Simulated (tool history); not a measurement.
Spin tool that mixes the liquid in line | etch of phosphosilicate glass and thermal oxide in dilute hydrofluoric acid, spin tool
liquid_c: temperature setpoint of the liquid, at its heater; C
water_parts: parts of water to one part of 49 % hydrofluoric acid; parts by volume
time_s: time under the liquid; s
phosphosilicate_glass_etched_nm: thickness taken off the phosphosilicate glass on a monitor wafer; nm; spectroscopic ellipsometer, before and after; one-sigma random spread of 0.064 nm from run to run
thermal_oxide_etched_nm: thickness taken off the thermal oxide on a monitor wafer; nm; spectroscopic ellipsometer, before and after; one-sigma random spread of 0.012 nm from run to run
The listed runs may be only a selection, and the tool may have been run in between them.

run	hour	liquid_c	water_parts	time_s	phosphosilicate_glass_etched_nm	thermal_oxide_etched_nm
1	0	20	200	30	18.824	0.51436
2	5.9	20	200	35	21.882	0.62304
3	8.8	19	250	35	15.755	0.44375
4	10.2	19	250	45	20.564	0.62011
5	14.2	18.5	285	40	15.408	0.37645
6	15.6	21.5	285	40	16.9	0.38963
7	23.2	20	305	35	12.887	0.33974
8	26.8	19.5	320	30	10.346	0.30495

Estimate the outcome of run 9 from the log above:
# hour 30: hydrofluoric acid flow meter replaced
9	30	19.5	335	25	?	?

{"run 9": {"phosphosilicate_glass_etched_nm": 8.8769, "thermal_oxide_etched_nm": 0.22919}}
